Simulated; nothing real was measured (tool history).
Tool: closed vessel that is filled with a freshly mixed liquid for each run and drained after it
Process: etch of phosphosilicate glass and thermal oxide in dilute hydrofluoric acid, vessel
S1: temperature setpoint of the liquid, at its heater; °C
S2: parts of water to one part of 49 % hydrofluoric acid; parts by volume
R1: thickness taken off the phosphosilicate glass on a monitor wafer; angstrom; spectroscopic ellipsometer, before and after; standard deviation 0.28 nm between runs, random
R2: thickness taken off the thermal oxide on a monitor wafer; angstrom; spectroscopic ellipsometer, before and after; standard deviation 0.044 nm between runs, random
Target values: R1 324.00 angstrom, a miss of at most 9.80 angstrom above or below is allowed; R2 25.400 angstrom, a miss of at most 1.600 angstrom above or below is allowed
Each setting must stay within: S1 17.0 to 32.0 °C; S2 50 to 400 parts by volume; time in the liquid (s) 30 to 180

Run 1, hour 0.0: S1 24.0 °C, S2 225 parts by volume, time in the liquid (s) 90. Result: R1 219.78 angstrom, R2 18.014 angstrom.
Run 2, hour 4.5: S1 25.0 °C, S2 225 parts by volume, time in the liquid (s) 90. Result: R1 233.75 angstrom, R2 18.731 angstrom.
Run 3, hour 10.6: S1 25.5 °C, S2 225 parts by volume, time in the liquid (s) 90. Result: R1 234.66 angstrom, R2 18.108 angstrom.
Run 4, hour 18.8: S1 25.5 °C, S2 220 parts by volume, time in the liquid (s) 90. Result: R1 239.29 angstrom, R2 19.098 angstrom.
Run 5, hour 19.8: S1 26.0 °C, S2 215 parts by volume, time in the liquid (s) 90. Result: R1 252.92 angstrom, R2 20.218 angstrom.
Run 6, hour 23.5: S1 26.5 °C, S2 215 parts by volume, time in the liquid (s) 90. Result: R1 256.17 angstrom, R2 20.053 angstrom.
Run 7, hour 27.9: S1 26.5 °C, S2 210 parts by volume, time in the liquid (s) 90. Result: R1 265.34 angstrom, R2 20.327 angstrom.
Run 8, hour 31.0: S1 26.5 °C, S2 205 parts by volume, time in the liquid (s) 90. Result: R1 274.63 angstrom, R2 21.097 angstrom.
Run 9, hour 38.2: S1 26.5 °C, S2 200 parts by volume, time in the liquid (s) 90. Result: R1 280.22 angstrom, R2 21.470 angstrom.
Run 10, hour 39.5: S1 26.5 °C, S2 195 parts by volume, time in the liquid (s) 90. Result: R1 288.51 angstrom, R2 23.023 angstrom.
Run 11, hour 45.6: S1 27.5 °C, S2 190 parts by volume, time in the liquid (s) 90. Result: R1 312.17 angstrom, R2 24.501 angstrom.

Which one of the following 5 next-run settings gets every result inside its allowed miss? There is exactly one.
Run A, hour 51.7: S1 27.5 °C, S2 180 parts by volume, time in the liquid (s) 80. Result: R1 ?, R2 ?.
Run B, hour 51.7: S1 24.0 °C, S2 190 parts by volume, time in the liquid (s) 95. Result: R1 ?, R2 ?.
Run C, hour 51.7: S1 26.0 °C, S2 205 parts by volume, time in the liquid (s) 100. Result: R1 ?, R2 ?.
Run D, hour 51.7: S1 19.5 °C, S2 125 parts by volume, time in the liquid (s) 70. Result: R1 ?, R2 ?.
Run E, hour 51.7: S1 25.0 °C, S2 210 parts by volume, time in the liquid (s) 115. Result: R1 ?, R2 ?.

move      R1      R2
   A  295.63  22.811
   B  289.25  22.319
   C  298.65  23.044
   D  291.59  22.500
   E  321.58  24.814
A: further off than the last run
B: further off than the last run
C: further off than the last run
D: further off than the last run
E: in spec on every target
Correct choice: E, which meets every target

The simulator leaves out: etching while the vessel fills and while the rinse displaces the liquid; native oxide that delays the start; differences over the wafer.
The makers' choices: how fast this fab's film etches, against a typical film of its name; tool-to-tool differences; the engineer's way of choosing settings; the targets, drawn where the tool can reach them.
